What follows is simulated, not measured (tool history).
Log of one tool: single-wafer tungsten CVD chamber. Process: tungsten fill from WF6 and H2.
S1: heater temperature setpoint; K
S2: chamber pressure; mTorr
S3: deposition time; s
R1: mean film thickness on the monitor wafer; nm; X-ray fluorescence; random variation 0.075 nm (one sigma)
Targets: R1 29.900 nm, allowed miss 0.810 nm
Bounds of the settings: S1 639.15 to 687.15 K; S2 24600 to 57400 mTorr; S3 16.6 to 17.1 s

run,day,S1,S2,S3,R1
1,0.000,663.15,41000,16.6,43.981
2,0.225,667.15,41000,16.6,47.921
3,0.512,660.15,40600,16.6,40.981
4,0.675,660.15,45400,16.6,42.793
5,0.858,655.15,45000,16.6,38.061
6,1.067,652.15,44800,16.6,35.509
7,1.408,650.15,44700,16.6,33.813
8,1.738,650.15,44700,16.6,33.881

Which of these 5 next moves meets every target?
A,2.067,643.15,49100,16.6,?
B,2.067,645.15,49700,16.6,?
C,2.067,647.15,46100,16.6,?
D,2.067,652.15,54800,17.1,?
E,2.067,646.15,42400,17.1,?

move,R1
A,29.703
B,31.348
C,31.879
D,39.713
E,30.974
A: meets every target
B: nearer than the last run, and not there yet
C: nearer than the last run, and not there yet
D: further off than the last run
E: nearer than the last run, and not there yet
Move A is the one to make.
